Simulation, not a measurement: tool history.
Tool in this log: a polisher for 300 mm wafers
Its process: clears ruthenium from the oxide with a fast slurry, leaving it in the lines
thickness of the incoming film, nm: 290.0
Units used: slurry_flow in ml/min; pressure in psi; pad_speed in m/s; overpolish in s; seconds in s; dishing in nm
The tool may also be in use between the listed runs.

run	hour	slurry_flow	pressure	pad_speed	slurry_solids	overpolish	seconds	dishing
1	0	195	2.7	0.9	1	18	67.663	57.543
2	2.7	195	2.1	0.9	1	18	84.319	46.132
3	4.3	195	2.6	0.9	1	18	70.2	55.06
4	9.7	195	2.8	0.9	1	16	64.937	53.742
5	17.6	195	3	0.9	1	15	60.962	54.843
6	25.8	195	3	1.06	1	15	53.501	61.337
7	34.5	195	3.1	1.06	1	14	51.194	60.777
8	39.6	195	3.2	1.06	1	13	48.986	58.752

Run 9 has not been measured yet. What should we expect?
9	46.1	200	3.3	1.06	1	12	?	?

Run 9 gave seconds 47.326 s, dishing 53.716 nm.
